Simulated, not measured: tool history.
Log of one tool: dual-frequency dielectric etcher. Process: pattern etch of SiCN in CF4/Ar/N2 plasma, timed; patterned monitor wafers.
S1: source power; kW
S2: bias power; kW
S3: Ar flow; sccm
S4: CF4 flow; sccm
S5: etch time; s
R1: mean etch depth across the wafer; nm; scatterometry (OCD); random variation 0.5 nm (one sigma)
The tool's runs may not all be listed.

run	hour	S1	S2	S3	S4	S5	R1
1	0	0.5	0.065	78	83	58.5	60.499
2	4.8	0.52	0.065	78	83	58.5	63.465
3	13.6	0.52	0.065	78	83	53.5	58
4	18	0.47	0.065	78	83	53.5	51.886
5	20.5	0.47	0.065	78	92	53.5	52.838
6	27.6	0.47	0.065	78	92	58.5	57.312
7	30.8	0.49	0.065	78	92	58.5	60.09
8	32	0.51	0.065	78	92	58.5	61.741
9	35.9	0.53	0.065	78	92	58.5	64.184
10	37.1	0.54	0.065	78	92	58.5	66.026
11	39	0.55	0.065	78	92	58.5	67.256
12	44.3	0.56	0.065	78	92	58.5	68.691

The next listed run, before its measurement:
13	52.2	0.57	0.065	78	92	58.5	?

R1: 69.475 nm
